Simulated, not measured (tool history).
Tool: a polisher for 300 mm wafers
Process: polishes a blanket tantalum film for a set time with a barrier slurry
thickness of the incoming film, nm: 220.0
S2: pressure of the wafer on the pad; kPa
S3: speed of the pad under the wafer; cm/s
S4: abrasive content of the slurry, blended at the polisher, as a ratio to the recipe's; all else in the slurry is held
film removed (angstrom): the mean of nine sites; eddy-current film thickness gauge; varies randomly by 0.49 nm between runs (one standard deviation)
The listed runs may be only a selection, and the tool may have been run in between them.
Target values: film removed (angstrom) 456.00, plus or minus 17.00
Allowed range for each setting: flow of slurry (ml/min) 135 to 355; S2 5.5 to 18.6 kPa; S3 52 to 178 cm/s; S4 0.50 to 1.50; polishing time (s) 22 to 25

{"run": 1, "day": 0.0, "flow of slurry (ml/min)": 225, "S2": 11.7, "S3": 114, "S4": 1.0, "polishing time (s)": 25, "film removed (angstrom)": 317.4}
{"run": 2, "day": 0.321, "flow of slurry (ml/min)": 170, "S2": 11.7, "S3": 114, "S4": 1.0, "polishing time (s)": 25, "film removed (angstrom)": 316.24}
{"run": 3, "day": 0.596, "flow of slurry (ml/min)": 170, "S2": 11.7, "S3": 114, "S4": 1.0, "polishing time (s)": 22, "film removed (angstrom)": 275.83}
{"run": 4, "day": 0.708, "flow of slurry (ml/min)": 170, "S2": 11.7, "S3": 114, "S4": 0.85, "polishing time (s)": 22, "film removed (angstrom)": 268.34}
{"run": 5, "day": 0.838, "flow of slurry (ml/min)": 170, "S2": 11.7, "S3": 88, "S4": 0.85, "polishing time (s)": 22, "film removed (angstrom)": 200.81}
{"run": 6, "day": 0.967, "flow of slurry (ml/min)": 170, "S2": 13.1, "S3": 88, "S4": 0.85, "polishing time (s)": 22, "film removed (angstrom)": 221.42}
{"day": 1.121, "done": "worn pad replaced by a new one"}
{"run": 7, "day": 1.121, "flow of slurry (ml/min)": 170, "S2": 14.5, "S3": 96, "S4": 0.85, "polishing time (s)": 22, "film removed (angstrom)": 294.89}
{"run": 8, "day": 1.454, "flow of slurry (ml/min)": 180, "S2": 17.9, "S3": 98, "S4": 0.85, "polishing time (s)": 22, "film removed (angstrom)": 370.12}
{"run": 9, "day": 1.783, "flow of slurry (ml/min)": 180, "S2": 17.9, "S3": 102, "S4": 0.85, "polishing time (s)": 22, "film removed (angstrom)": 386.66}

Next run, 5 choices. One meets every target within its allowed miss, the rest don't. Which?
{"run": "A", "day": 2.112, "flow of slurry (ml/min)": 195, "S2": 15.9, "S3": 98, "S4": 0.75, "polishing time (s)": 23, "film removed (angstrom)": "?"}
{"run": "B", "day": 2.112, "flow of slurry (ml/min)": 165, "S2": 17.9, "S3": 102, "S4": 0.85, "polishing time (s)": 24, "film removed (angstrom)": "?"}
{"run": "C", "day": 2.112, "flow of slurry (ml/min)": 180, "S2": 15.9, "S3": 80, "S4": 0.7, "polishing time (s)": 25, "film removed (angstrom)": "?"}
{"run": "D", "day": 2.112, "flow of slurry (ml/min)": 195, "S2": 17.9, "S3": 74, "S4": 0.85, "polishing time (s)": 22, "film removed (angstrom)": "?"}
{"run": "E", "day": 2.112, "flow of slurry (ml/min)": 135, "S2": 18.6, "S3": 106, "S4": 1.15, "polishing time (s)": 22, "film removed (angstrom)": "?"}

move=A film_removed_(angstrom)=332.13
move=B film_removed_(angstrom)=419.19
move=C film_removed_(angstrom)=286.60
move=D film_removed_(angstrom)=286.75
move=E film_removed_(angstrom)=446.26
A: the biggest miss grows against the last run
B: nearer than the last run, and not there yet
C: the biggest miss grows against the last run
D: the biggest miss grows against the last run
E: all results land within tolerance of their targets
The right move is E.
